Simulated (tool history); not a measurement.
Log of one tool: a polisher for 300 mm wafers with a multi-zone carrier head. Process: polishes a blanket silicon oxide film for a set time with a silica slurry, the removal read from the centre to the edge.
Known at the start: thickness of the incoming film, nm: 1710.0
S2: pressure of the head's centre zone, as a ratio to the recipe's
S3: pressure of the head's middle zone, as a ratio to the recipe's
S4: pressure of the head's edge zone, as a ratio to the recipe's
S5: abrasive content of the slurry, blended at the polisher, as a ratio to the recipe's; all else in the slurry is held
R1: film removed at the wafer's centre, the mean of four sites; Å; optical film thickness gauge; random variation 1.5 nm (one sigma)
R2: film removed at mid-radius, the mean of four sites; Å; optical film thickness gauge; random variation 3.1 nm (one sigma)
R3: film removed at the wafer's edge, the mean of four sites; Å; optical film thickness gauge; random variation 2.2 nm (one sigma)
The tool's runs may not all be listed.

run 1 hour=0.0 | flow_of_slurry_(ml/min)=315 S2=1.00 S3=1.00 S4=1.00 S5=1.00 polishing_time_(s)=34 | R1=1335.6 R2=1370.0 R3=1338.8
run 2 hour=6.8 | flow_of_slurry_(ml/min)=315 S2=1.00 S3=1.00 S4=1.08 S5=1.00 polishing_time_(s)=34 | R1=1338.0 R2=1376.0 R3=1392.1
run 3 hour=15.1 | flow_of_slurry_(ml/min)=315 S2=1.00 S3=1.00 S4=1.08 S5=1.00 polishing_time_(s)=29 | R1=1132.8 R2=1176.3 R3=1204.1
run 4 hour=21.2 | flow_of_slurry_(ml/min)=320 S2=1.01 S3=1.00 S4=1.11 S5=1.15 polishing_time_(s)=33 | R1=1414.3 R2=1434.2 R3=1508.8
run 5 hour=22.3 | flow_of_slurry_(ml/min)=285 S2=1.01 S3=1.00 S4=1.11 S5=1.15 polishing_time_(s)=33 | R1=1407.7 R2=1412.1 R3=1525.8
run 6 hour=24.5 | flow_of_slurry_(ml/min)=285 S2=1.01 S3=1.00 S4=1.11 S5=1.15 polishing_time_(s)=37 | R1=1580.5 R2=1566.2 R3=1668.4
run 7 hour=26.0 | flow_of_slurry_(ml/min)=280 S2=1.03 S3=1.03 S4=1.12 S5=1.25 polishing_time_(s)=39 | R1=1766.0 R2=1784.5 R3=1829.4
run 8 hour=31.0 | flow_of_slurry_(ml/min)=295 S2=1.04 S3=1.03 S4=1.14 S5=1.30 polishing_time_(s)=40 | R1=1877.1 R2=1882.5 R3=1935.2

The next listed run, before its measurement:
run 9 hour=38.8 | flow_of_slurry_(ml/min)=270 S2=1.07 S3=1.01 S4=1.17 S5=1.50 polishing_time_(s)=46 | R1=? R2=? R3=?

{"run 9": {"R1": 2329.8, "R2": 2310.3, "R3": 2439.7}}

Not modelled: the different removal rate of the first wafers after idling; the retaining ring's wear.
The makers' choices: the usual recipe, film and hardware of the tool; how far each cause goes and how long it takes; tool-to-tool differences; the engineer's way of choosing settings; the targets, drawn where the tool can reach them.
